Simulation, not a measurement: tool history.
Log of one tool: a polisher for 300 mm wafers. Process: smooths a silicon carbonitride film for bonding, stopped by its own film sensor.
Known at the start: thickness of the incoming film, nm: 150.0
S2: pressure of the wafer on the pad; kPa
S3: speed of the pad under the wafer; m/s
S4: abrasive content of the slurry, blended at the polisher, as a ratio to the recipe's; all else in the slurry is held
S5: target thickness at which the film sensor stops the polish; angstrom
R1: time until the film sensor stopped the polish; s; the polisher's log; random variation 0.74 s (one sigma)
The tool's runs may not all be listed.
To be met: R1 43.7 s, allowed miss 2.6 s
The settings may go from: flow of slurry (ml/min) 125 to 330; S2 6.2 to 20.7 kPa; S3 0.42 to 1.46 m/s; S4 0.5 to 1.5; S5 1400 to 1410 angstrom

run 1 hour=0 | flow_of_slurry_(ml/min)=210 S2=13.1 S3=0.94 S4=1 S5=1400 | R1=55.122
run 2 hour=2.1 | flow_of_slurry_(ml/min)=210 S2=13.1 S3=0.94 S4=1.1 S5=1400 | R1=53.991
run 3 hour=8.4 | flow_of_slurry_(ml/min)=210 S2=13.8 S3=0.94 S4=1.1 S5=1400 | R1=51.441
run 4 hour=9.8 | flow_of_slurry_(ml/min)=210 S2=13.8 S3=0.94 S4=0.9 S5=1400 | R1=57.641
run 5 hour=15.7 | flow_of_slurry_(ml/min)=210 S2=13.8 S3=0.82 S4=0.9 S5=1400 | R1=62.996
run 6 hour=18.6 | flow_of_slurry_(ml/min)=210 S2=13.8 S3=0.82 S4=0.9 S5=1410 | R1=55.446
run 7 hour=22.2 | flow_of_slurry_(ml/min)=210 S2=14.5 S3=0.84 S4=0.9 S5=1410 | R1=52.495
run 8 hour=25.6 | flow_of_slurry_(ml/min)=210 S2=15.2 S3=0.84 S4=0.9 S5=1410 | R1=52.749
run 9 hour=30.5 | flow_of_slurry_(ml/min)=210 S2=15.9 S3=0.86 S4=0.9 S5=1410 | R1=50.268
run 10 hour=36.1 | flow_of_slurry_(ml/min)=210 S2=15.9 S3=0.86 S4=0.9 S5=1410 | R1=51.148
run 11 hour=39.4 | flow_of_slurry_(ml/min)=210 S2=16.5 S3=0.88 S4=0.9 S5=1410 | R1=46.295

4 next moves are on the table. One of them brings every result within its allowed miss. Which?
run A hour=42.7 | flow_of_slurry_(ml/min)=215 S2=15.2 S3=0.88 S4=0.95 S5=1410 | R1=?
run B hour=42.7 | flow_of_slurry_(ml/min)=200 S2=16.5 S3=0.94 S4=0.9 S5=1400 | R1=?
run C hour=42.7 | flow_of_slurry_(ml/min)=240 S2=17.2 S3=0.92 S4=0.85 S5=1410 | R1=?
run D hour=42.7 | flow_of_slurry_(ml/min)=205 S2=17.2 S3=0.86 S4=0.9 S5=1400 | R1=?

move=A R1=48.795
move=B R1=49.979
move=C R1=44.65
move=D R1=52.101
A: further off than the last run
B: further off than the last run
C: meets every target
D: further off than the last run
Move C is the one to make.
